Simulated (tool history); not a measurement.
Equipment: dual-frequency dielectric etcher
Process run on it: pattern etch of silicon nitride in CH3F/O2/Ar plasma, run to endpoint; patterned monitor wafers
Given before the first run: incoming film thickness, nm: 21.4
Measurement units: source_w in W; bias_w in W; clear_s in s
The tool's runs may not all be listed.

{"run": 1, "hour": 0.0, "source_w": 290, "bias_w": 85, "clear_s": 30.601}
{"run": 2, "hour": 1.2, "source_w": 280, "bias_w": 83, "clear_s": 31.55}
{"run": 3, "hour": 2.3, "source_w": 280, "bias_w": 71, "clear_s": 33.938}
{"run": 4, "hour": 5.2, "source_w": 300, "bias_w": 71, "clear_s": 33.078}
{"run": 5, "hour": 6.6, "source_w": 290, "bias_w": 70, "clear_s": 33.612}
{"run": 6, "hour": 13.6, "source_w": 290, "bias_w": 76, "clear_s": 32.35}

Run 7, settings as shown, results not yet in. Your forecast:
{"run": 7, "hour": 20.8, "source_w": 280, "bias_w": 75, "clear_s": "?"}

Logged for run 7: clear_s 33.133 s.

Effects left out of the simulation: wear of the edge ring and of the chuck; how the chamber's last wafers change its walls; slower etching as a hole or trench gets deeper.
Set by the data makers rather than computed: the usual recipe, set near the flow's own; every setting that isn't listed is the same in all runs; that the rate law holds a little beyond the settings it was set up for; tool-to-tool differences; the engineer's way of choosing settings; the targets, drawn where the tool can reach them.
